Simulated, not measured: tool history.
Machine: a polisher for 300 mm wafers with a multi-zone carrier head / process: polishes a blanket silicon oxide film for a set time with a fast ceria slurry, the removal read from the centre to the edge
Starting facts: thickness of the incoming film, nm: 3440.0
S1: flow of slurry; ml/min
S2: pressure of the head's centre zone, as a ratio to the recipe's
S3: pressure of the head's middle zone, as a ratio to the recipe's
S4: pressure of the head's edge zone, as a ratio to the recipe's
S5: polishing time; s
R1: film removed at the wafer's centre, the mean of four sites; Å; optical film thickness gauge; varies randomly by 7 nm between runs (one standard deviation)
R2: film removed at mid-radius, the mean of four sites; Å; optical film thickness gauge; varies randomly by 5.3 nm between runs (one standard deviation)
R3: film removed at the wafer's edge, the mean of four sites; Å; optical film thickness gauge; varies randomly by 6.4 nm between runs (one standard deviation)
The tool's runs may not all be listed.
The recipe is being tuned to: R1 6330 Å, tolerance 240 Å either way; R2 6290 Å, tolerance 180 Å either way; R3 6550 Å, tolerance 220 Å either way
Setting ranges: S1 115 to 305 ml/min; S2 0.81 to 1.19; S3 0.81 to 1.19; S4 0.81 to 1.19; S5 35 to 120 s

| run | hour | S1 | S2 | S3 | S4 | S5 | R1 | R2 | R3 |
|---|---|---|---|---|---|---|---|---|---|
| 1 | 0 | 195 | 1 | 1 | 1 | 77 | 8625.5 | 8737.1 | 8617.7 |
| 2 | 3.1 | 195 | 1.07 | 1 | 1 | 77 | 9188.6 | 8901.7 | 8633.1 |
| 3 | 9.8 | 185 | 1.02 | 0.97 | 0.96 | 72 | 8197.8 | 7917.6 | 7724.6 |
| 4 | 17.1 | 185 | 1.08 | 0.97 | 0.96 | 72 | 8763.1 | 7882.1 | 7853.5 |
| 5 | 25.2 | 185 | 1.08 | 0.97 | 1.05 | 72 | 8691.7 | 7921.8 | 8176.9 |
| 6 | 25.9 | 175 | 1.01 | 0.94 | 1 | 70 | 7798.3 | 7580.5 | 7617.8 |
| 7 | 31 | 165 | 0.98 | 0.91 | 1 | 68 | 7241.5 | 7010.1 | 7500.4 |
| 8 | 33.4 | 160 | 0.96 | 0.9 | 0.96 | 67 | 7019.4 | 6881.6 | 7161.8 |
| 9 | 34.8 | 160 | 0.96 | 0.9 | 0.96 | 67 | 7100.6 | 6794.6 | 7098.6 |
| 10 | 42.1 | 155 | 0.94 | 0.89 | 0.94 | 66 | 6830.3 | 6758.8 | 6946.7 |
| 11 | 49.5 | 150 | 0.93 | 0.88 | 0.93 | 65 | 6505.1 | 6539.9 | 6923.3 |

5 candidate next runs follow, results not yet known. Just one meets every target within its allowed miss. Identify it.
| A | 56.9 | 220 | 0.92 | 0.87 | 0.94 | 60 | ? | ? | ? |
| B | 56.9 | 190 | 1.04 | 1.01 | 0.87 | 57 | ? | ? | ? |
| C | 56.9 | 160 | 0.91 | 0.93 | 0.89 | 64 | ? | ? | ? |
| D | 56.9 | 180 | 0.99 | 0.96 | 0.93 | 58 | ? | ? | ? |
| E | 56.9 | 165 | 1.01 | 0.87 | 0.92 | 62 | ? | ? | ? |

| move | R1 | R2 | R3 |
|---|---|---|---|
| A | 6299.1 | 6355.7 | 6491 |
| B | 6551.8 | 6526.3 | 5860.4 |
| C | 6296.3 | 6741.2 | 6513.5 |
| D | 6307.8 | 6363.7 | 6104.8 |
| E | 6753.4 | 6282.4 | 6431.9 |
A: each result inside its tolerance
B: takes the result that was furthest off past its target
C: the worst result of the last run now meets its target, but another is out of spec
D: takes the result that was furthest off past its target
E: the worst result of the last run now meets its target, but another is out of spec
The right move is A.

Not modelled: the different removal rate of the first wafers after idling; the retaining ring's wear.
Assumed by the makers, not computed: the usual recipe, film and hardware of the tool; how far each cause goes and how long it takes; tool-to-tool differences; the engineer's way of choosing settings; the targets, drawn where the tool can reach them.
